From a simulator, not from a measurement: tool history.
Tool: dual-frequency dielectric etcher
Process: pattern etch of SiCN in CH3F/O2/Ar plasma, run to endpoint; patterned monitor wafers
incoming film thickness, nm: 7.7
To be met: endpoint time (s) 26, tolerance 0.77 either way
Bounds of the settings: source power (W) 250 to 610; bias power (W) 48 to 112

Run 1, hour 0: source power (W) 430, bias power (W) 80. Result: endpoint time (s) 20.26.
Run 2, hour 4.8: source power (W) 430, bias power (W) 72. Result: endpoint time (s) 21.237.
Run 3, hour 6.6: source power (W) 430, bias power (W) 85. Result: endpoint time (s) 19.157.
Run 4, hour 11.4: source power (W) 430, bias power (W) 71. Result: endpoint time (s) 21.35.
Run 5, hour 13.5: source power (W) 410, bias power (W) 69. Result: endpoint time (s) 22.195.
Run 6, hour 14.9: source power (W) 390, bias power (W) 68. Result: endpoint time (s) 22.257.
Run 7, hour 17.9: source power (W) 390, bias power (W) 68. Result: endpoint time (s) 22.524.
Run 8, hour 21.4: source power (W) 380, bias power (W) 67. Result: endpoint time (s) 22.813.
Run 9, hour 22.3: source power (W) 370, bias power (W) 66. Result: endpoint time (s) 23.816.
Run 10, hour 29.4: source power (W) 360, bias power (W) 66. Result: endpoint time (s) 23.499.
Run 11, hour 35.1: source power (W) 350, bias power (W) 65. Result: endpoint time (s) 23.99.
Run 12, hour 37.3: source power (W) 340, bias power (W) 65. Result: endpoint time (s) 24.073.
Run 13, hour 39.8: source power (W) 340, bias power (W) 65. Result: endpoint time (s) 24.423.
Run 14, hour 48.6: source power (W) 330, bias power (W) 65. Result: endpoint time (s) 23.956.
Run 15, hour 52.2: source power (W) 320, bias power (W) 64. Result: endpoint time (s) 24.825.

Consider the 5 candidate settings below. Which is the only one whose results all fall within their allowed miss of target?
Run A, hour 55.8: source power (W) 410, bias power (W) 65. Result: endpoint time (s) ?.
Run B, hour 55.8: source power (W) 330, bias power (W) 70. Result: endpoint time (s) ?.
Run C, hour 55.8: source power (W) 360, bias power (W) 69. Result: endpoint time (s) ?.
Run D, hour 55.8: source power (W) 280, bias power (W) 63. Result: endpoint time (s) ?.
Run E, hour 55.8: source power (W) 250, bias power (W) 79. Result: endpoint time (s) ?.

move  endpoint time (s)
   A             23.152
   B             23.356
   C             23.069
   D             25.913
   E             23.118
A: its largest miss is bigger than the last run's
B: its largest miss is bigger than the last run's
C: its largest miss is bigger than the last run's
D: each result inside its tolerance
E: its largest miss is bigger than the last run's
Correct choice: D, which meets every target
